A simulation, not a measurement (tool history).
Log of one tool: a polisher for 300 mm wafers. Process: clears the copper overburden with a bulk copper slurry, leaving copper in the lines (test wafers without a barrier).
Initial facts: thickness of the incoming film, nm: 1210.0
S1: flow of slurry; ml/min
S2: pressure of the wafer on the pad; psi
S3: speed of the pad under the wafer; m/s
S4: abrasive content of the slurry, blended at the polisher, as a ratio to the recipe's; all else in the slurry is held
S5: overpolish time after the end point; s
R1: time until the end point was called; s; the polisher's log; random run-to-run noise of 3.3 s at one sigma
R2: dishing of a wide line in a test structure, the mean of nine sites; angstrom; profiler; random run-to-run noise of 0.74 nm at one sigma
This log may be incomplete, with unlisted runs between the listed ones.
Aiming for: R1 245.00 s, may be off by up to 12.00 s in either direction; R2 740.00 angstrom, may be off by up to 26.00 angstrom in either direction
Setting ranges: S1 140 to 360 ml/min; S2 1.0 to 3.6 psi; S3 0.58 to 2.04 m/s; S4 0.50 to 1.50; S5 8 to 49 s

run,hour,S1,S2,S3,S4,S5,R1,R2
1,0.0,230,2.3,1.30,1.00,25,126.08,885.55
2,6.0,280,2.3,1.30,1.00,25,119.35,907.06
3,8.1,280,2.3,1.30,1.10,25,116.17,906.49
4,16.7,225,2.3,1.30,1.10,25,119.08,912.21
5,24.7,225,2.1,1.26,1.10,27,135.33,871.67
6,26.2,225,1.9,1.24,1.10,29,151.06,817.17
7,28.8,225,1.8,1.22,1.10,32,162.85,809.00
8,33.0,225,1.7,1.20,1.10,34,168.49,801.87
9,33.8,225,1.6,1.18,1.10,36,184.12,792.75
10,42.2,225,1.0,1.12,1.10,43,291.28,614.80
11,49.3,225,1.1,1.12,1.10,44,273.44,674.79
12,56.3,225,1.2,1.12,1.10,44,251.65,691.32
13,60.9,225,1.2,1.12,1.10,45,248.48,701.33
14,64.2,225,1.2,1.12,1.10,46,253.51,701.88

4 candidate next runs follow, results not yet known. Just one meets every target within its allowed miss. Identify it.
A,67.5,250,1.3,1.02,1.25,49,?,?
B,67.5,150,1.4,1.26,0.95,38,?,?
C,67.5,255,1.8,0.68,1.00,49,?,?
D,67.5,245,1.1,1.36,1.00,37,?,?

move,R1,R2
A,244.02,734.75
B,218.18,722.12
C,284.93,774.59
D,228.60,653.74
A: hits every target within its allowed miss
B: corrects the largest miss of the last run, while another result sits out of spec
C: pushes the last run's worst result past its target
D: its largest miss is bigger than the last run's
A is the move that brings every result within its allowed miss.
